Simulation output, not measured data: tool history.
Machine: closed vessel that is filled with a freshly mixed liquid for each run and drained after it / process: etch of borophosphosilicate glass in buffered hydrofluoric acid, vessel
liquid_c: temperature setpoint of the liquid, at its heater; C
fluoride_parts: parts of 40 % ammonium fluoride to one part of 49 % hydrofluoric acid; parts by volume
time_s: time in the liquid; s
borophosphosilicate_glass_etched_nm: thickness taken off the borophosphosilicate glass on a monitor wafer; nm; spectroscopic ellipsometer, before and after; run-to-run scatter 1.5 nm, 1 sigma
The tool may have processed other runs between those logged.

run	hour	liquid_c	fluoride_parts	time_s	borophosphosilicate_glass_etched_nm
1	0	24	11.5	95	165.28
2	8.1	26	11	95	192.47
3	15.2	27.5	10.5	95	220.63
4	18.2	27.5	7.5	95	298.99
5	23.3	27.5	10	95	230
6	30.2	27.5	10	100	239.22
7	34.5	28.5	10	100	251.6
8	36.9	29.5	10	100	268.46
9	41.6	30	10	100	273.89

For run 10, what comes out?
10	46	30.5	10	100	?

borophosphosilicate_glass_etched_nm: 283.38 nm
